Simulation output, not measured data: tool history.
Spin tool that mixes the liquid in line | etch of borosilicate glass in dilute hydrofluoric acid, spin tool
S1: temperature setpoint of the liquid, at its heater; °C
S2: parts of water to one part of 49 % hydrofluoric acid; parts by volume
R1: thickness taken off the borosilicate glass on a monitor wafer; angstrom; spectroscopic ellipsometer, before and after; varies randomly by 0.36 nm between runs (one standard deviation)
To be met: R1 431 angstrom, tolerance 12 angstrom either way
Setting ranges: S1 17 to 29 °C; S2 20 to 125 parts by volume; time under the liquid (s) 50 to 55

run 1 day=0 | S1=21 S2=70 time_under_the_liquid_(s)=50 | R1=186.47
run 2 day=0.3 | S1=22.5 S2=65 time_under_the_liquid_(s)=50 | R1=219.74
run 3 day=0.617 | S1=23.5 S2=60 time_under_the_liquid_(s)=50 | R1=246.7
run 4 day=0.825 | S1=21.5 S2=60 time_under_the_liquid_(s)=50 | R1=226.67
run 5 day=1.175 | S1=18.5 S2=60 time_under_the_liquid_(s)=50 | R1=197.41
run 6 day=1.496 | S1=20.5 S2=55 time_under_the_liquid_(s)=50 | R1=240.96
run 7 day=1.642 | S1=24.5 S2=45 time_under_the_liquid_(s)=50 | R1=351.97
run 8 day=1.867 | S1=25 S2=45 time_under_the_liquid_(s)=50 | R1=359.02
run 9 day=2 | S1=25.5 S2=45 time_under_the_liquid_(s)=50 | R1=368.29

Which single option among these 5 for the next run brings every result within its allowed miss of target? Just one does.
run A day=2.133 | S1=26.5 S2=40 time_under_the_liquid_(s)=50 | R1=?
run B day=2.133 | S1=21.5 S2=35 time_under_the_liquid_(s)=50 | R1=?
run C day=2.133 | S1=28 S2=45 time_under_the_liquid_(s)=50 | R1=?
run D day=2.133 | S1=24.5 S2=40 time_under_the_liquid_(s)=50 | R1=?
run E day=2.133 | S1=25 S2=45 time_under_the_liquid_(s)=55 | R1=?

move=A R1=430.99
move=B R1=402.8
move=C R1=404.08
move=D R1=397.05
move=E R1=393.61
A: every result lands within tolerance
B: an improvement on the last run, though not all results are within tolerance
C: an improvement on the last run, though not all results are within tolerance
D: an improvement on the last run, though not all results are within tolerance
E: an improvement on the last run, though not all results are within tolerance
The right move is A.
